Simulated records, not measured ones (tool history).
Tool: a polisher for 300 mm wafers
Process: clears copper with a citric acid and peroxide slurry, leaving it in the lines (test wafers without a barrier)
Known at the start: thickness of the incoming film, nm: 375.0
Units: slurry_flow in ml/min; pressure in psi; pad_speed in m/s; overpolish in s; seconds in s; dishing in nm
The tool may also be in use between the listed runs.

| run | hour | slurry_flow | pressure | pad_speed | slurry_solids | overpolish | seconds | dishing |
|---|---|---|---|---|---|---|---|---|
| 1 | 0.0 | 300 | 3.7 | 0.90 | 1.00 | 24 | 138.310 | 45.694 |
| 2 | 1.0 | 300 | 3.7 | 1.04 | 1.00 | 24 | 125.730 | 50.954 |
| 3 | 7.5 | 300 | 4.1 | 1.04 | 1.00 | 23 | 111.300 | 53.488 |
| 4 | 8.5 | 300 | 4.1 | 1.04 | 1.15 | 23 | 106.280 | 55.507 |
| 5 | 15.6 | 300 | 4.1 | 1.04 | 1.15 | 13 | 107.670 | 32.099 |
| 6 | 17.3 | 300 | 4.1 | 1.04 | 1.15 | 19 | 108.240 | 45.490 |
| 7 | 20.0 | 300 | 4.3 | 1.04 | 1.15 | 20 | 105.080 | 50.981 |

The next listed run, before its measurement:
| 8 | 25.9 | 300 | 4.5 | 1.06 | 1.15 | 20 | ? | ? |

Run 8 gave seconds 96.478 s, dishing 52.203 nm.
